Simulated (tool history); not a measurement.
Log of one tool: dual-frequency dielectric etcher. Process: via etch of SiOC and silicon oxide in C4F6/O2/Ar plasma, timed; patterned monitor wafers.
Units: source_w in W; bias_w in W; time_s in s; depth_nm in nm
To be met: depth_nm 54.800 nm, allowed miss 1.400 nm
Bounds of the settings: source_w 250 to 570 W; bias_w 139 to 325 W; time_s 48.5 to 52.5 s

run,hour,source_w,bias_w,time_s,depth_nm
1,0.0,410,232,52.5,63.525
2,2.3,390,227,52.5,61.876
3,5.3,390,227,52.5,62.080
4,7.6,370,222,52.5,61.017
5,10.1,340,222,52.5,58.975
6,18.1,330,219,52.5,58.570
7,23.7,320,216,52.5,57.131
8,27.3,320,216,52.5,56.960
9,30.7,320,216,52.5,57.079

Which of these 4 next moves meets every target?
A,34.1,270,249,50.5,?
B,34.1,350,186,48.5,?
C,34.1,290,193,51.5,?
D,34.1,270,229,48.5,?

move,depth_nm
A,54.048
B,51.904
C,52.274
D,50.586
A: meets every target
B: takes the result that was furthest off past its target
C: takes the result that was furthest off past its target
D: takes the result that was furthest off past its target
The right move is A.

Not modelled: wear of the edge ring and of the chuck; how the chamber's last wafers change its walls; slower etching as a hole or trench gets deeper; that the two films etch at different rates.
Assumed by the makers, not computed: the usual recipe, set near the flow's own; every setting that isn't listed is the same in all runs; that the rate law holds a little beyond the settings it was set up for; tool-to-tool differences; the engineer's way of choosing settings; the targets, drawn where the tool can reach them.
